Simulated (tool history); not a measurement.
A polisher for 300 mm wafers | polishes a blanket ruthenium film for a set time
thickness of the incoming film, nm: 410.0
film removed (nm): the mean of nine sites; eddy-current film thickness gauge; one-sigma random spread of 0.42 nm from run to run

run	hour	flow of slurry (ml/min)	pressure of the wafer on the pad (psi)	speed of the pad under the wafer (m/s)	polishing time (s)	film removed (nm)
1	0	180	2.5	1.12	20	29.542
2	3.5	185	2.7	1.12	20	31.723
3	8.4	185	2.7	0.96	20	27.274
4	12.5	185	2.7	0.82	20	23.298
5	13.7	190	3	0.86	20	26.841
6	19.5	190	3.2	0.92	20	30.864
7	20.1	220	3.9	1.1	20	45.968

Run 8 comes next. What will it give?
8	25.5	220	3.9	1.12	20	?

film removed (nm): 45.821

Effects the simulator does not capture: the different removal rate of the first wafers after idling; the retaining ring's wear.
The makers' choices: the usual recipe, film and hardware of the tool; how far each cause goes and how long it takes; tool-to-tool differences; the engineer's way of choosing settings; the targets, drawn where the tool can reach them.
